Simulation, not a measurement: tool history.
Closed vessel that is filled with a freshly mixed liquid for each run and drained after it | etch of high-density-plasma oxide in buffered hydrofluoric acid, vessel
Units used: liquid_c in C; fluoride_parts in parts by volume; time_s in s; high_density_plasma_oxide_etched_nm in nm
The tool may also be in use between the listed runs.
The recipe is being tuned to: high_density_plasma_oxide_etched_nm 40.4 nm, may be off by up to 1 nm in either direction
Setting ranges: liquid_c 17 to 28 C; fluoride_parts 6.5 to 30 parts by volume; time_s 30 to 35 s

run    day  liquid_c  fluoride_parts  time_s  high_density_plasma_oxide_etched_nm
  1      0        20            19.5      35                               29.888
  2  0.225      21.5            19.5      35                               32.522
  3  0.375      19.5            19.5      35                               29.109
  4  0.712        17            19.5      35                               25.302
  5   0.95      19.5            19.5      35                               29.116
  6  1.054      19.5            19.5      35                                 28.9
  7  1.292      21.5            19.5      35                                32.55
  8  1.496      22.5            19.5      35                               34.448
  9  1.538      23.5            19.5      35                               36.404
 10  1.712        24            19.5      35                               37.235
 11  1.908      24.5            19.5      35                               38.381

5 candidate next runs follow, results not yet known. Just one meets every target within its allowed miss. Identify it.
  A  2.104        24              18      35                                    ?
  B  2.104      24.5            16.5      30                                    ?
  C  2.104      23.5            15.5      30                                    ?
  D  2.104      18.5            12.5      35                                    ?
  E  2.104        23              18      35                                    ?

move  high_density_plasma_oxide_etched_nm
   A                               40.307
   B                               38.682
   C                               38.948
   D                               42.483
   E                               38.155
A: every result lands within tolerance
B: gains on the last run, yet a result remains outside its allowed miss
C: gains on the last run, yet a result remains outside its allowed miss
D: the result that was furthest off in the last run now lies on the other side of its target
E: misses by more than the last run did
So the answer is move A, the one that meets all the targets.
